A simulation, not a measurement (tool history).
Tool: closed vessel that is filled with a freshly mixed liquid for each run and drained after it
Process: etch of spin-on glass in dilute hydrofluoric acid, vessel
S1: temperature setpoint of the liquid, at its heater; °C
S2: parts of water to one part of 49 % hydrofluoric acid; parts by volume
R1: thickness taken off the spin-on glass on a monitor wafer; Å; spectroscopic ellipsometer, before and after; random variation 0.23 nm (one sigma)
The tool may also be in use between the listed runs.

{"run": 1, "day": 0.0, "S1": 22.0, "S2": 160, "time in the liquid (s)": 250, "R1": 319.63}
{"run": 2, "day": 0.333, "S1": 22.0, "S2": 160, "time in the liquid (s)": 270, "R1": 346.1}
{"run": 3, "day": 0.404, "S1": 22.0, "S2": 160, "time in the liquid (s)": 250, "R1": 313.39}
{"run": 4, "day": 0.696, "S1": 23.5, "S2": 160, "time in the liquid (s)": 250, "R1": 329.92}
{"run": 5, "day": 0.775, "S1": 23.5, "S2": 160, "time in the liquid (s)": 270, "R1": 360.13}
{"run": 6, "day": 0.988, "S1": 25.5, "S2": 160, "time in the liquid (s)": 270, "R1": 390.45}
{"run": 7, "day": 1.333, "S1": 24.0, "S2": 165, "time in the liquid (s)": 270, "R1": 358.59}
{"run": 8, "day": 1.671, "S1": 23.0, "S2": 170, "time in the liquid (s)": 270, "R1": 325.66}

The next listed run, before its measurement:
{"run": 9, "day": 1.833, "S1": 22.0, "S2": 170, "time in the liquid (s)": 270, "R1": "?"}

{"run 9": {"R1": 321.77}}
